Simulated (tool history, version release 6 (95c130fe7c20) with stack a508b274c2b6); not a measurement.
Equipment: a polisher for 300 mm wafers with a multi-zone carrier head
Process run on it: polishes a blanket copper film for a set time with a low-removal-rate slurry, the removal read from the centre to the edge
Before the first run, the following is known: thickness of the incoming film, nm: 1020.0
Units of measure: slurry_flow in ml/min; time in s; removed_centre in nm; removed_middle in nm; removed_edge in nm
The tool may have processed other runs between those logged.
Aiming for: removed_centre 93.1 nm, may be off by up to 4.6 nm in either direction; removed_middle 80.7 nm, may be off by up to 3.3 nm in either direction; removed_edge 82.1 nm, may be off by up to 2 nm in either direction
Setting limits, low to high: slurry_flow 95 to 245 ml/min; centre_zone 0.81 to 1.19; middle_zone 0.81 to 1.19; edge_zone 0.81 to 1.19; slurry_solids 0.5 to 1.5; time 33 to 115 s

{"run": 1, "hour": 0.0, "slurry_flow": 155, "centre_zone": 1, "middle_zone": 1, "edge_zone": 1, "slurry_solids": 1, "time": 73, "removed_centre": 101.86, "removed_middle": 102.41, "removed_edge": 104.87}
{"run": 2, "hour": 7.8, "slurry_flow": 125, "centre_zone": 1, "middle_zone": 1, "edge_zone": 1, "slurry_solids": 1, "time": 73, "removed_centre": 100.59, "removed_middle": 100.56, "removed_edge": 101.91}
{"run": 3, "hour": 10.1, "slurry_flow": 125, "centre_zone": 1, "middle_zone": 1, "edge_zone": 1, "slurry_solids": 1, "time": 60, "removed_centre": 81.959, "removed_middle": 82.069, "removed_edge": 83.517}
{"run": 4, "hour": 18.8, "slurry_flow": 125, "centre_zone": 1, "middle_zone": 1, "edge_zone": 1, "slurry_solids": 1, "time": 68, "removed_centre": 90.566, "removed_middle": 92.744, "removed_edge": 95.33}
{"run": 5, "hour": 26.0, "slurry_flow": 125, "centre_zone": 1.02, "middle_zone": 0.98, "edge_zone": 0.97, "slurry_solids": 0.95, "time": 68, "removed_centre": 91.702, "removed_middle": 89.229, "removed_edge": 93.114}
{"run": 6, "hour": 30.2, "slurry_flow": 125, "centre_zone": 1.02, "middle_zone": 0.9, "edge_zone": 0.97, "slurry_solids": 0.95, "time": 68, "removed_centre": 94.368, "removed_middle": 82.788, "removed_edge": 92.571}
{"run": 7, "hour": 34.8, "slurry_flow": 125, "centre_zone": 1.04, "middle_zone": 0.91, "edge_zone": 0.94, "slurry_solids": 0.9, "time": 68, "removed_centre": 90.407, "removed_middle": 84.41, "removed_edge": 90.456}
{"run": 8, "hour": 40.3, "slurry_flow": 125, "centre_zone": 1.07, "middle_zone": 0.9, "edge_zone": 0.91, "slurry_solids": 0.9, "time": 67, "removed_centre": 95.314, "removed_middle": 84.066, "removed_edge": 87.589}
{"run": 9, "hour": 41.3, "slurry_flow": 125, "centre_zone": 1.07, "middle_zone": 0.9, "edge_zone": 0.91, "slurry_solids": 0.9, "time": 67, "removed_centre": 92.359, "removed_middle": 80.983, "removed_edge": 87.575}
{"run": 10, "hour": 47.8, "slurry_flow": 120, "centre_zone": 1.08, "middle_zone": 0.91, "edge_zone": 0.89, "slurry_solids": 0.9, "time": 67, "removed_centre": 95.113, "removed_middle": 83.041, "removed_edge": 86.78}
{"run": 11, "hour": 51.4, "slurry_flow": 115, "centre_zone": 1.08, "middle_zone": 0.91, "edge_zone": 0.88, "slurry_solids": 0.9, "time": 67, "removed_centre": 91.618, "removed_middle": 81.929, "removed_edge": 86.153}

Pick the move, out of 5, that brings all results within their allowed miss; only one does.
{"run": "A", "hour": 55.0, "slurry_flow": 115, "centre_zone": 1.04, "middle_zone": 0.9, "edge_zone": 0.88, "slurry_solids": 0.75, "time": 70, "removed_centre": "?", "removed_middle": "?", "removed_edge": "?"}
{"run": "B", "hour": 55.0, "slurry_flow": 115, "centre_zone": 1.03, "middle_zone": 0.87, "edge_zone": 0.92, "slurry_solids": 0.9, "time": 67, "removed_centre": "?", "removed_middle": "?", "removed_edge": "?"}
{"run": "C", "hour": 55.0, "slurry_flow": 95, "centre_zone": 0.96, "middle_zone": 0.92, "edge_zone": 0.88, "slurry_solids": 0.9, "time": 72, "removed_centre": "?", "removed_middle": "?", "removed_edge": "?"}
{"run": "D", "hour": 55.0, "slurry_flow": 115, "centre_zone": 1.11, "middle_zone": 0.94, "edge_zone": 0.88, "slurry_solids": 1.05, "time": 62, "removed_centre": "?", "removed_middle": "?", "removed_edge": "?"}
{"run": "E", "hour": 55.0, "slurry_flow": 120, "centre_zone": 1.09, "middle_zone": 0.99, "edge_zone": 0.84, "slurry_solids": 0.75, "time": 64, "removed_centre": "?", "removed_middle": "?", "removed_edge": "?"}

move=A removed_centre=92.078 removed_middle=82.078 removed_edge=86.954
move=B removed_centre=90.532 removed_middle=79.252 removed_edge=88.161
move=C removed_centre=87.242 removed_middle=86.281 removed_edge=90.615
move=D removed_centre=93.307 removed_middle=80.713 removed_edge=82.452
move=E removed_centre=89.038 removed_middle=81.837 removed_edge=78.156
A: moves away from the targets compared with the last run
B: moves away from the targets compared with the last run
C: moves away from the targets compared with the last run
D: meets every target
E: takes the biggest miss from the last run beyond its target
The right move is D.
